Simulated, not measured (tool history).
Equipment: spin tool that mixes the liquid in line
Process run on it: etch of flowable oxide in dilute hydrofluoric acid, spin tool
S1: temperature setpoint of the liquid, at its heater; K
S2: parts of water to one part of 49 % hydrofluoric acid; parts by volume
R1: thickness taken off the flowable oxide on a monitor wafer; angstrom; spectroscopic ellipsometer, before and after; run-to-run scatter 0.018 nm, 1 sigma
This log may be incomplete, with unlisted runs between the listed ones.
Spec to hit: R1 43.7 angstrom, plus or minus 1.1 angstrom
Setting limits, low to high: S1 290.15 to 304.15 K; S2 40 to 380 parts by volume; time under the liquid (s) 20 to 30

Run 1, hour 0: S1 296.15 K, S2 210 parts by volume, time under the liquid (s) 30. Result: R1 32.365 angstrom.
Run 2, hour 1.4: S1 298.65 K, S2 210 parts by volume, time under the liquid (s) 30. Result: R1 35.698 angstrom.
Run 3, hour 9.9: S1 298.65 K, S2 260 parts by volume, time under the liquid (s) 30. Result: R1 27.321 angstrom.
Run 4, hour 18.5: S1 298.65 K, S2 190 parts by volume, time under the liquid (s) 30. Result: R1 40.168 angstrom.
Run 5, hour 19.2: S1 299.15 K, S2 190 parts by volume, time under the liquid (s) 30. Result: R1 41.079 angstrom.
Run 6, hour 27.2: S1 299.15 K, S2 260 parts by volume, time under the liquid (s) 30. Result: R1 27.67 angstrom.
Run 7, hour 33.7: S1 299.65 K, S2 255 parts by volume, time under the liquid (s) 30. Result: R1 29.068 angstrom.
Run 8, hour 34.3: S1 300.15 K, S2 250 parts by volume, time under the liquid (s) 30. Result: R1 30.375 angstrom.
At hour 36.8: thermometer replaced.
Run 9, hour 36.8: S1 300.65 K, S2 245 parts by volume, time under the liquid (s) 30. Result: R1 34.462 angstrom.
Run 10, hour 41.7: S1 301.15 K, S2 245 parts by volume, time under the liquid (s) 30. Result: R1 35.014 angstrom.

Pick the move, out of 5, that brings all results within their allowed miss; only one does.
Run A, hour 46.6: S1 303.15 K, S2 205 parts by volume, time under the liquid (s) 30. Result: R1 ?.
Run B, hour 46.6: S1 301.65 K, S2 210 parts by volume, time under the liquid (s) 30. Result: R1 ?.
Run C, hour 46.6: S1 302.65 K, S2 205 parts by volume, time under the liquid (s) 30. Result: R1 ?.
Run D, hour 46.6: S1 301.15 K, S2 195 parts by volume, time under the liquid (s) 30. Result: R1 ?.
Run E, hour 46.6: S1 302.15 K, S2 185 parts by volume, time under the liquid (s) 30. Result: R1 ?.

move      R1
   A  46.888
   B  43.193
   C  46.085
   D  46.519
   E  51.416
A: takes the biggest miss from the last run beyond its target
B: each result inside its tolerance
C: takes the biggest miss from the last run beyond its target
D: takes the biggest miss from the last run beyond its target
E: takes the biggest miss from the last run beyond its target
Correct choice: B, which meets every target
